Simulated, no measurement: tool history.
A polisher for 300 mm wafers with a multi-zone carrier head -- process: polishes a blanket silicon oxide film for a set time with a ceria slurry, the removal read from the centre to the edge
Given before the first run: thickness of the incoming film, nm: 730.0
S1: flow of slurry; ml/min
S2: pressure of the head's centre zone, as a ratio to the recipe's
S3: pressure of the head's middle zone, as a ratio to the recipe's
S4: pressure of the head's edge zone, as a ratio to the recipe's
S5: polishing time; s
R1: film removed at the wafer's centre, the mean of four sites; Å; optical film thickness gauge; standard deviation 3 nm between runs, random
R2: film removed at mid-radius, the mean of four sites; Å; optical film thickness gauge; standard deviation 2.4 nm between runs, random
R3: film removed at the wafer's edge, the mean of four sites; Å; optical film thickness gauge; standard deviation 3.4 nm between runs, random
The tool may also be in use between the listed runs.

run 1 hour=0.0 | S1=220 S2=1.00 S3=1.00 S4=1.00 S5=31 | R1=1995.5 R2=1941.5 R3=2081.4
run 2 hour=7.7 | S1=220 S2=1.00 S3=1.00 S4=1.08 S5=31 | R1=1997.6 R2=1935.9 R3=2103.5
run 3 hour=10.8 | S1=235 S2=1.05 S3=1.04 S4=1.08 S5=32 | R1=2202.4 R2=2086.9 R3=2177.6
run 4 hour=16.2 | S1=200 S2=1.05 S3=1.04 S4=1.08 S5=32 | R1=2119.2 R2=2032.5 R3=2189.6
run 5 hour=20.8 | S1=200 S2=1.05 S3=1.09 S4=1.08 S5=32 | R1=2087.1 R2=2062.3 R3=2169.3
run 6 hour=23.3 | S1=200 S2=1.05 S3=1.17 S4=1.08 S5=32 | R1=2117.1 R2=2191.4 R3=2116.0
-- hour=30.8 slurry nozzle cleaned
run 7 hour=30.8 | S1=215 S2=1.09 S3=1.17 S4=1.09 S5=33 | R1=2475.9 R2=2441.0 R3=2358.0
run 8 hour=32.8 | S1=235 S2=1.10 S3=1.15 S4=1.07 S5=33 | R1=2585.4 R2=2453.6 R3=2324.2
run 9 hour=36.3 | S1=245 S2=1.11 S3=1.14 S4=1.08 S5=33 | R1=2575.6 R2=2471.8 R3=2410.4
run 10 hour=38.8 | S1=260 S2=1.12 S3=1.13 S4=1.06 S5=33 | R1=2625.1 R2=2421.3 R3=2358.9

Estimate the outcome of run 11 from the log above:
run 11 hour=44.3 | S1=275 S2=1.13 S3=1.14 S4=1.07 S5=33 | R1=? R2=? R3=?

R1: 2651.0 Å
R2: 2480.4 Å
R3: 2392.5 Å
